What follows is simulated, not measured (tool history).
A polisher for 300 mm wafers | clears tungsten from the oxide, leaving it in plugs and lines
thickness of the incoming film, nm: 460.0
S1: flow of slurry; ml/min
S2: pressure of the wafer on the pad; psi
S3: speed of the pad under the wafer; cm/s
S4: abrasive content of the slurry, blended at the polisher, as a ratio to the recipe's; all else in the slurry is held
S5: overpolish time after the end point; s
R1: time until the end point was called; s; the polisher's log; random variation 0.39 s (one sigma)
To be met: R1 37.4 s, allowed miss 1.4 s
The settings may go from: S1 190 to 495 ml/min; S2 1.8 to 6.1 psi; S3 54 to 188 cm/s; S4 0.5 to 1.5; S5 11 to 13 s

run  hour   S1   S2   S3    S4  S5      R1
  1     0  320  3.9  120     1  13  66.167
  2   4.2  320  4.2  120     1  13  62.181
  3   7.6  385  4.2  120     1  13  62.026
  4  13.1  385  4.4  120     1  13  59.712
  5  21.4  385  4.4  120     1  11  58.945
  6  29.1  385  4.4  120  0.85  11   61.15
  7    35  385  4.6  122  0.85  11  58.323
  8  40.4  385  4.8  124  0.85  11   54.95
  9  42.1  385  5.9  134  0.85  11  43.189

Which of these 5 next moves meets every target?
  A  43.8  450  6.1  142   0.9  13   ?
  B  43.8  385  5.7  152   0.8  12   ?
  C  43.8  415  5.8  132  0.95  12   ?
  D  43.8  395  5.6  128   0.9  13   ?
  E  43.8  190  5.5  132  0.85  11   ?

move      R1
   A  37.926
   B  39.536
   C  42.208
   D  45.789
   E  49.984
A: meets every target
B: nearer than the last run, and not there yet
C: nearer than the last run, and not there yet
D: further off than the last run
E: further off than the last run
Move A is the one to make.

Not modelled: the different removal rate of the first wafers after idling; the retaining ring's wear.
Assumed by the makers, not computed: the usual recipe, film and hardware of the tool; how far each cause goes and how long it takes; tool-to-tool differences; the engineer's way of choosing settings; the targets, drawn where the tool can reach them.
